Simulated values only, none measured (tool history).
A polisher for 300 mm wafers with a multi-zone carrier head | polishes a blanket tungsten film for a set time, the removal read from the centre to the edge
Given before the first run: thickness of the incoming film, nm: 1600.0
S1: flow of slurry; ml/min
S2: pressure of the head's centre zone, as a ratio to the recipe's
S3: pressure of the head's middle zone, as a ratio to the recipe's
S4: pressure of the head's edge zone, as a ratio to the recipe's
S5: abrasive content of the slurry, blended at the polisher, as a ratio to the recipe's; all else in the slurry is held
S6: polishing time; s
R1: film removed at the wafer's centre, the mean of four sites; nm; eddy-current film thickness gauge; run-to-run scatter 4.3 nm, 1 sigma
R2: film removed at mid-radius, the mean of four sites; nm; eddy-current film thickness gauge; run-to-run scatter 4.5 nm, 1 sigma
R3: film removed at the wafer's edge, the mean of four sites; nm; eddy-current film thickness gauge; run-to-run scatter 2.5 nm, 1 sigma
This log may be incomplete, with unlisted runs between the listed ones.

run	hour	S1	S2	S3	S4	S5	S6	R1	R2	R3
1	0	170	1	1	1	1	72	284.1	266.28	276.11
2	4.6	170	1	1	1	0.85	72	264	260.32	262.8
3	13.5	170	1	1	1	1.05	72	282.17	278.52	283.77
4	21.5	170	1	1	1	1.05	79	312.54	305.81	308.87
5	28.9	170	1	1	1	0.85	79	287.69	280.1	291.07
6	34.9	170	1	1	1	1	79	311.71	304.27	307.53
7	37.4	185	1.02	1.02	1.05	1.1	79	328.85	315.14	325.25
8	40.9	195	1.04	1.04	1.08	1.2	79	349.59	332.09	344.21

Estimate the outcome of run 9 from the log above:
9	46.1	195	1.04	1.04	1.08	1.2	79	?	?	?

For run 9 the tool returned R1 343.91 nm, R2 338.25 nm, R3 341.38 nm.

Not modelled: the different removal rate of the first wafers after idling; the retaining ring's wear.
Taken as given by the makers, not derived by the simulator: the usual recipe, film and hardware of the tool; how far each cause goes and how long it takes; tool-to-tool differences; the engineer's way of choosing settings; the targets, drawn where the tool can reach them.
